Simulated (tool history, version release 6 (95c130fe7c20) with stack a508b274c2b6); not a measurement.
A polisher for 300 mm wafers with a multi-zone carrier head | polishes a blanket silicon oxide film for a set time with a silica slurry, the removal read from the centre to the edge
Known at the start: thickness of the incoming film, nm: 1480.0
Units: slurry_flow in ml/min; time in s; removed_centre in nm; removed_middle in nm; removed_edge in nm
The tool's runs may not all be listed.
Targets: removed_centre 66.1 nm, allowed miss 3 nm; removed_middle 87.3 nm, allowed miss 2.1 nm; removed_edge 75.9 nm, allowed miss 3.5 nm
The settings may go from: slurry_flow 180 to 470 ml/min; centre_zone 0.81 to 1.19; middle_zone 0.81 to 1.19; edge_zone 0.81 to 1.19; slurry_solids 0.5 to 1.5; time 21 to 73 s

run,hour,slurry_flow,centre_zone,middle_zone,edge_zone,slurry_solids,time,removed_centre,removed_middle,removed_edge
1,0,300,1,1,1,1,47,117.92,120.89,115.07
2,8.1,300,1,1,1.03,1,47,119.4,121.15,117.74
3,8.9,360,1,1,1.03,1,47,119.33,122.28,119.75
4,16.2,360,1,1.07,1.03,1,47,120.68,129.6,123
5,24.8,360,0.98,1.07,1.02,0.95,46,111.36,124.56,116
6,25.5,330,0.98,1.07,1.02,0.95,46,111.97,124.11,114.28
7,27,330,0.98,1.07,1.02,0.95,46,114.05,124.41,112.47
8,30.3,345,0.96,1.06,1.01,0.9,45,107.77,117.83,108.86
9,37.8,260,0.86,1.12,0.91,0.65,38,67.634,89.306,77.54

Which of these 4 next moves meets every target?
A,45.3,260,0.84,1.05,1.06,0.7,37,?,?,?
B,45.3,245,0.84,1.09,0.89,0.7,37,?,?,?
C,45.3,265,0.81,1.11,0.94,0.8,36,?,?,?
D,45.3,225,0.81,0.99,0.95,0.65,41,?,?,?

move,removed_centre,removed_middle,removed_edge
A,67.332,84.501,82.086
B,66.992,86.841,75.217
C,66.75,91.104,79.524
D,68.847,85.45,83.028
A: takes the result that was furthest off past its target
B: meets every target
C: further off than the last run
D: brings the result that was furthest off to its target, and leaves another outside
The right move is B.
